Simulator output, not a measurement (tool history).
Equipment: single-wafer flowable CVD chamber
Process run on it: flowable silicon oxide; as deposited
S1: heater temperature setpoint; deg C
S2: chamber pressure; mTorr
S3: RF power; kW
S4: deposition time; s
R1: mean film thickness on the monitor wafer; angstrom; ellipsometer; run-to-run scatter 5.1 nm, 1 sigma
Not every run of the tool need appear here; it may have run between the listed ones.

Run 1, hour 0: S1 100 deg C, S2 1040 mTorr, S3 2.605 kW, S4 541 s. Result: R1 5042.9 angstrom.
Run 2, hour 3.9: S1 100 deg C, S2 1040 mTorr, S3 2.605 kW, S4 541 s. Result: R1 4961.2 angstrom.
Run 3, hour 8.7: S1 96 deg C, S2 1040 mTorr, S3 2.605 kW, S4 541 s. Result: R1 5726.5 angstrom.
Run 4, hour 17: S1 93 deg C, S2 1040 mTorr, S3 2.605 kW, S4 541 s. Result: R1 6291.6 angstrom.
Run 5, hour 21: S1 90 deg C, S2 1040 mTorr, S3 2.605 kW, S4 541 s. Result: R1 6970.4 angstrom.
Run 6, hour 29.4: S1 90 deg C, S2 1040 mTorr, S3 2.605 kW, S4 541 s. Result: R1 7021.9 angstrom.
Run 7, hour 33.5: S1 88 deg C, S2 1040 mTorr, S3 2.605 kW, S4 541 s. Result: R1 7400.7 angstrom.

What will run 8 give?
Run 8, hour 39.2: S1 87 deg C, S2 1040 mTorr, S3 2.605 kW, S4 541 s. Result: R1 ?.

Run 8 came out at R1 7651.9 angstrom.
